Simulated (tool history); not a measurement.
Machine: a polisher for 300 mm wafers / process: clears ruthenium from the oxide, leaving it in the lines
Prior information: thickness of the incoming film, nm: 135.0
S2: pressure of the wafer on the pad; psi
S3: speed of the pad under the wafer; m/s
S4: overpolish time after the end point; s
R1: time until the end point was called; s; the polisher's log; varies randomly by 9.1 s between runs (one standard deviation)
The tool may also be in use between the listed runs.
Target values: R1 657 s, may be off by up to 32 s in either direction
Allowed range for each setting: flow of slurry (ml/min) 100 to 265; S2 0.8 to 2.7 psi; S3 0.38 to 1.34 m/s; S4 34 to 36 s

run 1 hour=0 | flow_of_slurry_(ml/min)=170 S2=1.7 S3=0.86 S4=34 | R1=209.89
run 2 hour=6.7 | flow_of_slurry_(ml/min)=170 S2=1.7 S3=0.86 S4=34 | R1=213
run 3 hour=15.6 | flow_of_slurry_(ml/min)=160 S2=1.4 S3=0.72 S4=34 | R1=305.15
run 4 hour=19.7 | flow_of_slurry_(ml/min)=155 S2=1.2 S3=0.64 S4=34 | R1=399.56
run 5 hour=27.8 | flow_of_slurry_(ml/min)=180 S2=1.2 S3=0.64 S4=34 | R1=388.53
run 6 hour=34.7 | flow_of_slurry_(ml/min)=180 S2=1.1 S3=0.58 S4=34 | R1=462.21
run 7 hour=41.9 | flow_of_slurry_(ml/min)=180 S2=1 S3=0.54 S4=34 | R1=531.81
run 8 hour=48.6 | flow_of_slurry_(ml/min)=180 S2=0.9 S3=0.52 S4=34 | R1=603.17

Which single option among these 4 for the next run brings every result within its allowed miss of target? Just one does.
run A hour=55.3 | flow_of_slurry_(ml/min)=190 S2=1 S3=0.38 S4=34 | R1=?
run B hour=55.3 | flow_of_slurry_(ml/min)=185 S2=0.9 S3=0.56 S4=34 | R1=?
run C hour=55.3 | flow_of_slurry_(ml/min)=205 S2=0.9 S3=0.46 S4=34 | R1=?
run D hour=55.3 | flow_of_slurry_(ml/min)=190 S2=0.9 S3=0.54 S4=34 | R1=?

move=A R1=701.8
move=B R1=568.03
move=C R1=659.8
move=D R1=583.61
A: takes the biggest miss from the last run beyond its target
B: misses by more than the last run did
C: all results land within tolerance of their targets
D: misses by more than the last run did
C is the move that brings every result within its allowed miss.
